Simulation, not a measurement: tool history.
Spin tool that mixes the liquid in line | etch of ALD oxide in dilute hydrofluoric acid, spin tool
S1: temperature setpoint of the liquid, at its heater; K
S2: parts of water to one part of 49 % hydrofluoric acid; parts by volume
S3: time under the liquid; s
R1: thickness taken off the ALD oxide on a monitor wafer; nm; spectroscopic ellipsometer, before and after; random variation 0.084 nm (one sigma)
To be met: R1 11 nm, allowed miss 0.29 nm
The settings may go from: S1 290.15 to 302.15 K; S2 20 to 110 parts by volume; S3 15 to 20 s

{"run": 1, "hour": 0.0, "S1": 294.15, "S2": 60, "S3": 20, "R1": 4.4571}
{"run": 2, "hour": 7.0, "S1": 294.15, "S2": 50, "S3": 20, "R1": 5.4556}
{"run": 3, "hour": 10.2, "S1": 295.65, "S2": 45, "S3": 20, "R1": 6.5005}
{"run": 4, "hour": 17.8, "S1": 297.15, "S2": 45, "S3": 20, "R1": 6.762}
{"run": 5, "hour": 24.4, "S1": 297.15, "S2": 45, "S3": 20, "R1": 6.9005}
{"run": 6, "hour": 31.1, "S1": 299.65, "S2": 45, "S3": 20, "R1": 7.5516}
{"hour": 34.8, "done": "thermometer replaced"}
{"run": 7, "hour": 34.8, "S1": 300.15, "S2": 40, "S3": 20, "R1": 9.7161}
{"run": 8, "hour": 39.2, "S1": 300.65, "S2": 40, "S3": 20, "R1": 9.8953}
{"run": 9, "hour": 42.6, "S1": 301.15, "S2": 40, "S3": 20, "R1": 10.224}
{"run": 10, "hour": 51.1, "S1": 301.65, "S2": 40, "S3": 20, "R1": 10.185}
{"run": 11, "hour": 51.9, "S1": 302.15, "S2": 40, "S3": 20, "R1": 10.416}
{"run": 12, "hour": 58.1, "S1": 302.15, "S2": 35, "S3": 20, "R1": 11.863}
{"run": 13, "hour": 59.7, "S1": 301.65, "S2": 35, "S3": 20, "R1": 11.8}
{"run": 14, "hour": 66.9, "S1": 301.15, "S2": 35, "S3": 20, "R1": 11.734}
{"run": 15, "hour": 72.3, "S1": 300.65, "S2": 35, "S3": 20, "R1": 11.343}

4 next moves are on the table. One of them brings every result within its allowed miss. Which?
{"run": "A", "hour": 77.7, "S1": 302.15, "S2": 35, "S3": 20, "R1": "?"}
{"run": "B", "hour": 77.7, "S1": 298.15, "S2": 25, "S3": 15, "R1": "?"}
{"run": "C", "hour": 77.7, "S1": 297.65, "S2": 30, "S3": 20, "R1": "?"}
{"run": "D", "hour": 77.7, "S1": 301.65, "S2": 35, "S3": 20, "R1": "?"}

move=A R1=11.877
move=B R1=10.743
move=C R1=11.61
move=D R1=11.64
A: further off than the last run
B: meets every target
C: further off than the last run
D: further off than the last run
The right move is B.
